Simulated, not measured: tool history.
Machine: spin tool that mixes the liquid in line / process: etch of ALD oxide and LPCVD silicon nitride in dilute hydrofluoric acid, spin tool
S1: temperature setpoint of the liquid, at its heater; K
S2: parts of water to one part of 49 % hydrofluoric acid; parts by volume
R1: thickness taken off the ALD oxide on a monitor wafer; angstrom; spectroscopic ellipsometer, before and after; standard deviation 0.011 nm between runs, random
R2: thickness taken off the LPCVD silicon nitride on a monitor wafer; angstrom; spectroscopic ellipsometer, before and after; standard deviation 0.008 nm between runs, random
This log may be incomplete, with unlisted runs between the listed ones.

run 1 hour=0 | S1=294.15 S2=125 time_under_the_liquid_(s)=65 | R1=56.22 R2=1.9955
run 2 hour=4.1 | S1=294.15 S2=90 time_under_the_liquid_(s)=65 | R1=81.085 R2=2.7948
run 3 hour=8 | S1=293.15 S2=125 time_under_the_liquid_(s)=60 | R1=51.067 R2=2.2482
run 4 hour=10.7 | S1=293.65 S2=150 time_under_the_liquid_(s)=50 | R1=34.423 R2=1.2694
run 5 hour=15 | S1=293.65 S2=115 time_under_the_liquid_(s)=50 | R1=47.703 R2=1.7438
run 6 hour=23.5 | S1=293.15 S2=145 time_under_the_liquid_(s)=45 | R1=32.179 R2=1.1026
run 7 hour=26.3 | S1=292.15 S2=165 time_under_the_liquid_(s)=45 | R1=26.669 R2=1.0041
run 8 hour=29.2 | S1=291.65 S2=180 time_under_the_liquid_(s)=40 | R1=20.761 R2=0.91961
run 9 hour=30 | S1=290.15 S2=220 time_under_the_liquid_(s)=35 | R1=13.754 R2=0.37496
run 10 hour=38.5 | S1=290.65 S2=220 time_under_the_liquid_(s)=35 | R1=13.732 R2=0.5428
run 11 hour=39.8 | S1=290.65 S2=220 time_under_the_liquid_(s)=30 | R1=11.839 R2=0.61973

What will run 12 give?
run 12 hour=42.9 | S1=290.15 S2=215 time_under_the_liquid_(s)=30 | R1=? R2=?

R1: 11.842 angstrom
R2: 0.52107 angstrom
